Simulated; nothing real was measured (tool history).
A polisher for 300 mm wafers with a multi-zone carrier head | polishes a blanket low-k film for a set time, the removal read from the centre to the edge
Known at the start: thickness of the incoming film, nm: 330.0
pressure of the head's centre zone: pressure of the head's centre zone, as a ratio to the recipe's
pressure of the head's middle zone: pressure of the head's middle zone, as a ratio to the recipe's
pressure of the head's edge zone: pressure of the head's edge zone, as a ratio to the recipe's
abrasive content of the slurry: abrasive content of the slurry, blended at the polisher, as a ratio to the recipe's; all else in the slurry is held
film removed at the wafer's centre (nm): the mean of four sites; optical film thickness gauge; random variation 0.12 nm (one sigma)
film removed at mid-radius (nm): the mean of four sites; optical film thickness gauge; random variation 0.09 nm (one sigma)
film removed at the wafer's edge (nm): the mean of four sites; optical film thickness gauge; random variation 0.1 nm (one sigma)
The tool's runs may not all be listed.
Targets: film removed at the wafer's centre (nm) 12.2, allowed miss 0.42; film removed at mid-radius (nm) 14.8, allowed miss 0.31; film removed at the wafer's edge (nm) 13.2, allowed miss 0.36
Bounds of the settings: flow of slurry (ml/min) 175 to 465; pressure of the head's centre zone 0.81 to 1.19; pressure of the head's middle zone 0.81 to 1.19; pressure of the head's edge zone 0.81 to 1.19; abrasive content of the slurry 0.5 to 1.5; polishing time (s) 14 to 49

| run | hour | flow of slurry (ml/min) | pressure of the head's centre zone | pressure of the head's middle zone | pressure of the head's edge zone | abrasive content of the slurry | polishing time (s) | film removed at the wafer's centre (nm) | film removed at mid-radius (nm) | film removed at the wafer's edge (nm) |
|---|---|---|---|---|---|---|---|---|---|---|
| 1 | 0 | 295 | 1 | 1 | 1 | 1 | 31 | 14.87 | 14.942 | 15.242 |
| 2 | 8.2 | 295 | 1.04 | 1 | 1 | 1 | 31 | 15.591 | 14.854 | 15.11 |
| 3 | 13 | 295 | 1.04 | 1 | 1 | 1.15 | 31 | 16.681 | 15.77 | 16.027 |
| 4 | 14.2 | 295 | 1.04 | 1 | 1 | 1.3 | 31 | 17.439 | 16.699 | 17.148 |
| 5 | 18.1 | 295 | 1 | 1 | 1 | 1.3 | 31 | 16.916 | 16.777 | 16.859 |
| 6 | 24.2 | 280 | 0.95 | 1 | 0.96 | 1.2 | 31 | 15.34 | 16.096 | 16.022 |
| 7 | 31.9 | 280 | 0.93 | 1.02 | 0.93 | 1.1 | 31 | 14.498 | 15.616 | 15.354 |
| 8 | 35.3 | 280 | 0.91 | 1.05 | 0.9 | 1 | 31 | 13.614 | 15.312 | 14.327 |
| 9 | 41.2 | 280 | 0.91 | 1.05 | 0.9 | 1 | 31 | 13.527 | 15.433 | 14.494 |
| 10 | 44.2 | 270 | 0.9 | 1.06 | 0.88 | 0.95 | 31 | 13.075 | 15.041 | 13.756 |
| 11 | 48 | 255 | 0.89 | 1.06 | 0.87 | 0.95 | 31 | 12.752 | 14.931 | 13.712 |
| 12 | 55.7 | 245 | 0.89 | 1.06 | 0.86 | 0.95 | 31 | 12.857 | 14.909 | 13.513 |

Which of these 4 next moves meets every target?
| A | 63.4 | 275 | 0.92 | 1.01 | 0.81 | 0.9 | 33 | ? | ? | ? |
| B | 63.4 | 240 | 0.91 | 0.96 | 0.85 | 0.9 | 34 | ? | ? | ? |
| C | 63.4 | 225 | 0.91 | 1.15 | 0.94 | 0.9 | 30 | ? | ? | ? |
| D | 63.4 | 260 | 0.85 | 1.04 | 0.92 | 0.95 | 31 | ? | ? | ? |

| move | film removed at the wafer's centre (nm) | film removed at mid-radius (nm) | film removed at the wafer's edge (nm) |
|---|---|---|---|
| A | 13.857 | 15.012 | 13.854 |
| B | 13.845 | 14.562 | 14.399 |
| C | 12.106 | 14.841 | 13.177 |
| D | 12.248 | 14.743 | 14.07 |
A: further off than the last run
B: further off than the last run
C: meets every target
D: brings the result that was furthest off to its target, and leaves another outside
Answer: C
